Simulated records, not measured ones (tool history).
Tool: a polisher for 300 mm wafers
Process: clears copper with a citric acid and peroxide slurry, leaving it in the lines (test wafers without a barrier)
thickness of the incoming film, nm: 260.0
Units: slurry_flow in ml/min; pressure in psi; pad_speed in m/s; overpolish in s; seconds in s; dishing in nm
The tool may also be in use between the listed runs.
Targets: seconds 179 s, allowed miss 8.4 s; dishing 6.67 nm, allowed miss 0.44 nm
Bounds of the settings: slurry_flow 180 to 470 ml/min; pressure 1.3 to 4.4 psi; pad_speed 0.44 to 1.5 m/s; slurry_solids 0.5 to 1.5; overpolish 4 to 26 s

run  hour  slurry_flow  pressure  pad_speed  slurry_solids  overpolish  seconds  dishing
  1     0          300       2.8       0.96              1          13   119.44   19.264
  2     5          300       2.5       0.96              1          11   129.33   15.283
  3  10.4          225       2.5       0.96              1          11    133.9   14.922
  4  17.8          215       2.3       0.96              1           9   142.26    11.74
  5  20.6          215       2.1       0.96              1           8   160.06   9.6981
  6  27.9          215       2.1       0.96            1.2           8   153.85   10.012
  7  31.5          215         2       0.96            1.2           7   156.24   8.8789
  8  34.7          215       1.9       0.96            1.2           7   168.09   8.2619

5 next moves are on the table. One of them brings every result within its allowed miss. Which?
  A  37.9          360       1.5       0.82           1.45           8        ?        ?
  B  37.9          240       1.8       0.86            1.2          11        ?        ?
  C  37.9          260       1.7          1            1.3          11        ?        ?
  D  37.9          215       1.6       1.08            1.1           6        ?        ?
  E  37.9          200       1.7       0.82           1.25           8        ?        ?

move  seconds  dishing
   A   206.84    7.547
   B   186.91   11.024
   C   173.08   11.769
   D   184.49   6.4335
   E   205.73   7.5959
A: nearer than the last run, and not there yet
B: further off than the last run
C: further off than the last run
D: meets every target
E: nearer than the last run, and not there yet
The right move is D.

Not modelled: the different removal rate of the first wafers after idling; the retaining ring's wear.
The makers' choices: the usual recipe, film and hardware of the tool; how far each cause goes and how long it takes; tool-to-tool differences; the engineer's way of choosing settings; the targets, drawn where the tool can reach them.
